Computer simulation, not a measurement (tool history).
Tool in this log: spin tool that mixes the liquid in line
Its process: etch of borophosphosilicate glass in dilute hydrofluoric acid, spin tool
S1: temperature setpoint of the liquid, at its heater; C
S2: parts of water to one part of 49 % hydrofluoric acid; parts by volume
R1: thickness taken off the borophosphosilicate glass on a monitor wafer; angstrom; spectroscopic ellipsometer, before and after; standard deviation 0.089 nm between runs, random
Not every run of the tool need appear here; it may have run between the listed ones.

Run 1, day 0.000: S1 23.0 C, S2 165 parts by volume, time under the liquid (s) 15. Result: R1 38.079 angstrom.
Run 2, day 0.096: S1 26.0 C, S2 165 parts by volume, time under the liquid (s) 15. Result: R1 42.799 angstrom.
Run 3, day 0.400: S1 26.5 C, S2 150 parts by volume, time under the liquid (s) 15. Result: R1 48.373 angstrom.
Run 4, day 0.729: S1 23.0 C, S2 150 parts by volume, time under the liquid (s) 15. Result: R1 42.483 angstrom.
Run 5, day 0.888: S1 24.0 C, S2 135 parts by volume, time under the liquid (s) 15. Result: R1 49.858 angstrom.
Run 6, day 0.996: S1 24.0 C, S2 90 parts by volume, time under the liquid (s) 15. Result: R1 79.056 angstrom.

What does the tool deliver on the next run?
Run 7, day 1.246: S1 25.0 C, S2 90 parts by volume, time under the liquid (s) 15. Result: R1 ?.

{"run 7": {"R1": 83.29}}

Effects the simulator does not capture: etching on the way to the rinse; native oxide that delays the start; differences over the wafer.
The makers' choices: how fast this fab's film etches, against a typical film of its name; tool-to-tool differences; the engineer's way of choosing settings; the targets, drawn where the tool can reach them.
